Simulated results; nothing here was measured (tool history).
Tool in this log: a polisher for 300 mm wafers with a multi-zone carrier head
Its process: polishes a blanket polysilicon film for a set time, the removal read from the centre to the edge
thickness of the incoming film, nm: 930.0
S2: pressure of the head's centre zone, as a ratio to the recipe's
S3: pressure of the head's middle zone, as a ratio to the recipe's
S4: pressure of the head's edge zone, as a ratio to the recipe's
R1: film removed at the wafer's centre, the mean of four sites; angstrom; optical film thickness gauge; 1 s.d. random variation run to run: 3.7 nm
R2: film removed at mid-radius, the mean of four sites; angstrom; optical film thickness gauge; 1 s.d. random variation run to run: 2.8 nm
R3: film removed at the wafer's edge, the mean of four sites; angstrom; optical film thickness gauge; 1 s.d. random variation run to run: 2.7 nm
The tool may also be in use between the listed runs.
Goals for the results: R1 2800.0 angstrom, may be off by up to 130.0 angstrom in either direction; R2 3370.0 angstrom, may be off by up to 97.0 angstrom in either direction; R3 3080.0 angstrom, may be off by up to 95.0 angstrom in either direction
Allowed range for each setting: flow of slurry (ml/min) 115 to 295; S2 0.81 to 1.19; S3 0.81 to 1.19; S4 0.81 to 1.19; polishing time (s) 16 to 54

run 1 hour=0.0 | flow_of_slurry_(ml/min)=190 S2=1.00 S3=1.00 S4=1.00 polishing_time_(s)=35 | R1=3532.8 R2=3419.1 R3=3516.9
run 2 hour=4.8 | flow_of_slurry_(ml/min)=190 S2=1.00 S3=1.03 S4=1.00 polishing_time_(s)=35 | R1=3459.0 R2=3597.5 R3=3510.8
run 3 hour=7.9 | flow_of_slurry_(ml/min)=185 S2=0.98 S3=1.03 S4=0.98 polishing_time_(s)=35 | R1=3362.7 R2=3582.0 R3=3455.0
run 4 hour=15.7 | flow_of_slurry_(ml/min)=230 S2=0.98 S3=1.03 S4=0.98 polishing_time_(s)=35 | R1=3579.4 R2=3648.5 R3=3564.0
run 5 hour=21.6 | flow_of_slurry_(ml/min)=230 S2=1.04 S3=1.03 S4=0.98 polishing_time_(s)=35 | R1=3676.6 R2=3655.2 R3=3526.5
run 6 hour=25.0 | flow_of_slurry_(ml/min)=230 S2=1.04 S3=0.98 S4=0.98 polishing_time_(s)=35 | R1=3662.7 R2=3504.9 R3=3598.9
run 7 hour=32.0 | flow_of_slurry_(ml/min)=230 S2=1.04 S3=0.98 S4=0.98 polishing_time_(s)=35 | R1=3772.8 R2=3595.4 R3=3576.7
run 8 hour=39.0 | flow_of_slurry_(ml/min)=220 S2=1.01 S3=1.00 S4=0.97 polishing_time_(s)=35 | R1=3627.6 R2=3558.4 R3=3474.2
run 9 hour=43.6 | flow_of_slurry_(ml/min)=210 S2=0.98 S3=1.01 S4=0.97 polishing_time_(s)=35 | R1=3443.1 R2=3567.9 R3=3464.8
run 10 hour=47.7 | flow_of_slurry_(ml/min)=205 S2=0.96 S3=1.01 S4=0.96 polishing_time_(s)=35 | R1=3260.8 R2=3613.8 R3=3449.7
run 11 hour=49.9 | flow_of_slurry_(ml/min)=200 S2=0.96 S3=1.00 S4=0.95 polishing_time_(s)=35 | R1=3335.9 R2=3561.1 R3=3457.3
run 12 hour=51.0 | flow_of_slurry_(ml/min)=195 S2=0.95 S3=1.00 S4=0.94 polishing_time_(s)=35 | R1=3308.9 R2=3539.8 R3=3392.5
run 13 hour=56.0 | flow_of_slurry_(ml/min)=190 S2=0.94 S3=1.00 S4=0.93 polishing_time_(s)=35 | R1=3293.2 R2=3458.3 R3=3381.8
run 14 hour=60.2 | flow_of_slurry_(ml/min)=165 S2=0.84 S3=1.10 S4=0.83 polishing_time_(s)=33 | R1=2643.9 R2=3460.0 R3=2962.1

Below are 5 possible settings for the next run. Only one of them brings all results inside the allowed miss of their targets. Which is it?
run A hour=64.4 | flow_of_slurry_(ml/min)=190 S2=0.86 S3=1.03 S4=0.86 polishing_time_(s)=33 | R1=? R2=? R3=?
run B hour=64.4 | flow_of_slurry_(ml/min)=185 S2=0.81 S3=1.12 S4=0.84 polishing_time_(s)=33 | R1=? R2=? R3=?
run C hour=64.4 | flow_of_slurry_(ml/min)=165 S2=0.81 S3=1.09 S4=0.81 polishing_time_(s)=32 | R1=? R2=? R3=?
run D hour=64.4 | flow_of_slurry_(ml/min)=215 S2=0.86 S3=1.13 S4=0.85 polishing_time_(s)=30 | R1=? R2=? R3=?
run E hour=64.4 | flow_of_slurry_(ml/min)=160 S2=0.88 S3=1.06 S4=0.82 polishing_time_(s)=35 | R1=? R2=? R3=?

move=A R1=2852.1 R2=3351.1 R3=3077.9
move=B R1=2674.3 R2=3585.8 R3=3033.0
move=C R1=2538.9 R2=3334.2 R3=2856.2
move=D R1=2646.1 R2=3356.0 R3=2816.3
move=E R1=3000.2 R2=3540.4 R3=3129.7
A: every result within its allowed miss
B: the furthest-off result lands on target, but another misses its tolerance
C: misses by more than the last run did
D: misses by more than the last run did
E: the furthest-off result lands on target, but another misses its tolerance
Go with A: it meets all targets.

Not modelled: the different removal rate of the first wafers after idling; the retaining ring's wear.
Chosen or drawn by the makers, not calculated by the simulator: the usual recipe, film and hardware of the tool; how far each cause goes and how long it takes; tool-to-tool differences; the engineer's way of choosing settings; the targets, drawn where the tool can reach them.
